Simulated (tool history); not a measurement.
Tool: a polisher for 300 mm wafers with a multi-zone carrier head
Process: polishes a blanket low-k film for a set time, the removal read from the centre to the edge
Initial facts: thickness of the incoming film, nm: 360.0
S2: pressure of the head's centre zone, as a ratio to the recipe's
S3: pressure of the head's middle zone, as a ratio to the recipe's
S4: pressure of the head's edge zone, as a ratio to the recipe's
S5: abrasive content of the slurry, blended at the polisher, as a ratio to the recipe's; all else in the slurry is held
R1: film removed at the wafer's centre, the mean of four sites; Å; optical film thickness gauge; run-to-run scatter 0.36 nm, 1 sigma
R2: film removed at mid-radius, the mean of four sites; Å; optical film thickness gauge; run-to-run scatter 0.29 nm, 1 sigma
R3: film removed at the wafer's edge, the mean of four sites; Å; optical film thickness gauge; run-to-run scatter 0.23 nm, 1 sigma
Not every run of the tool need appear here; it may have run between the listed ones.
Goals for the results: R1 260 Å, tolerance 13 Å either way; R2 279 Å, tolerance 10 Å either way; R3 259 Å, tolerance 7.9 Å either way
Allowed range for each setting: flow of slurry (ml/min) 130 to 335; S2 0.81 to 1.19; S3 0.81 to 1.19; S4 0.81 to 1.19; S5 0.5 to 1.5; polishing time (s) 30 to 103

Run 1, day 0: flow of slurry (ml/min) 215, S2 1, S3 1, S4 1, S5 1, polishing time (s) 66. Result: R1 169.35 Å, R2 169.81 Å, R3 165.81 Å.
Run 2, day 0.042: flow of slurry (ml/min) 220, S2 1.01, S3 1.02, S4 1.02, S5 1.1, polishing time (s) 68. Result: R1 184.29 Å, R2 186.27 Å, R3 184.52 Å.
Run 3, day 0.296: flow of slurry (ml/min) 220, S2 1.01, S3 1.02, S4 1.02, S5 1.1, polishing time (s) 75. Result: R1 198.26 Å, R2 209.74 Å, R3 202.09 Å.
Run 4, day 0.538: flow of slurry (ml/min) 220, S2 1.01, S3 1.02, S4 1.02, S5 0.9, polishing time (s) 75. Result: R1 179.86 Å, R2 182.27 Å, R3 181.15 Å.
Run 5, day 0.621: flow of slurry (ml/min) 220, S2 1.01, S3 1.02, S4 0.95, S5 0.9, polishing time (s) 75. Result: R1 184.44 Å, R2 183.65 Å, R3 173.37 Å.
Run 6, day 0.929: flow of slurry (ml/min) 220, S2 1.01, S3 1.02, S4 0.91, S5 0.9, polishing time (s) 75. Result: R1 177.96 Å, R2 185.12 Å, R3 167.96 Å.
Run 7, day 1.054: flow of slurry (ml/min) 225, S2 1.02, S3 1.04, S4 0.94, S5 1, polishing time (s) 75. Result: R1 198.48 Å, R2 204.8 Å, R3 186.92 Å.
Run 8, day 1.329: flow of slurry (ml/min) 235, S2 1.03, S3 1.06, S4 0.97, S5 1.05, polishing time (s) 75. Result: R1 203.45 Å, R2 212.48 Å, R3 195.99 Å.
Run 9, day 1.692: flow of slurry (ml/min) 240, S2 1.04, S3 1.08, S4 0.99, S5 1.1, polishing time (s) 75. Result: R1 214.06 Å, R2 218.02 Å, R3 200.01 Å.
Run 10, day 1.892: flow of slurry (ml/min) 240, S2 1.04, S3 1.09, S4 1, S5 1.15, polishing time (s) 75. Result: R1 222.03 Å, R2 230.36 Å, R3 207.97 Å.
Run 11, day 1.988: flow of slurry (ml/min) 245, S2 1.04, S3 1.1, S4 1.02, S5 1.2, polishing time (s) 75. Result: R1 222.85 Å, R2 237 Å, R3 215.46 Å.
Run 12, day 2.1: flow of slurry (ml/min) 250, S2 1.05, S3 1.11, S4 1.04, S5 1.25, polishing time (s) 75. Result: R1 226.03 Å, R2 241.15 Å, R3 218.87 Å.
Run 13, day 2.133: flow of slurry (ml/min) 250, S2 1.05, S3 1.11, S4 1.05, S5 1.3, polishing time (s) 75. Result: R1 235.45 Å, R2 242.41 Å, R3 225.57 Å.
Run 14, day 2.312: flow of slurry (ml/min) 250, S2 1.05, S3 1.12, S4 1.06, S5 1.35, polishing time (s) 75. Result: R1 238.04 Å, R2 255.99 Å, R3 233.53 Å.
Run 15, day 2.608: flow of slurry (ml/min) 250, S2 1.05, S3 1.12, S4 1.07, S5 1.4, polishing time (s) 75. Result: R1 244.78 Å, R2 253.17 Å, R3 238.93 Å.
Run 16, day 2.792: flow of slurry (ml/min) 255, S2 1.05, S3 1.13, S4 1.08, S5 1.4, polishing time (s) 75. Result: R1 238.92 Å, R2 263.83 Å, R3 239.28 Å.
Run 17, day 3.154: flow of slurry (ml/min) 255, S2 1.06, S3 1.13, S4 1.09, S5 1.4, polishing time (s) 75. Result: R1 246.86 Å, R2 262.35 Å, R3 240.41 Å.

Which single option among these 5 for the next run brings every result within its allowed miss of target? Just one does.
Run A, day 3.517: flow of slurry (ml/min) 155, S2 0.9, S3 0.93, S4 1.16, S5 1.5, polishing time (s) 84. Result: R1 ?, R2 ?, R3 ?.
Run B, day 3.517: flow of slurry (ml/min) 280, S2 1.12, S3 0.99, S4 1.09, S5 1.35, polishing time (s) 81. Result: R1 ?, R2 ?, R3 ?.
Run C, day 3.517: flow of slurry (ml/min) 290, S2 1.08, S3 1.17, S4 1.19, S5 1.15, polishing time (s) 84. Result: R1 ?, R2 ?, R3 ?.
Run D, day 3.517: flow of slurry (ml/min) 280, S2 1.1, S3 0.96, S4 1.14, S5 1.5, polishing time (s) 82. Result: R1 ?, R2 ?, R3 ?.
Run E, day 3.517: flow of slurry (ml/min) 300, S2 1.12, S3 1.07, S4 1.04, S5 1.4, polishing time (s) 71. Result: R1 ?, R2 ?, R3 ?.

move      R1      R2      R3
   A  216.62   234.4  267.52
   B  276.39   249.8  255.86
   C   256.9  277.32  256.81
   D   287.3  257.73  277.26
   E  248.31  239.41  223.63
A: takes the result that was furthest off past its target
B: the furthest-off result lands on target, but another misses its tolerance
C: every result lands within tolerance
D: takes the result that was furthest off past its target
E: lands further from the targets than the last run did
Correct choice: C, which meets every target

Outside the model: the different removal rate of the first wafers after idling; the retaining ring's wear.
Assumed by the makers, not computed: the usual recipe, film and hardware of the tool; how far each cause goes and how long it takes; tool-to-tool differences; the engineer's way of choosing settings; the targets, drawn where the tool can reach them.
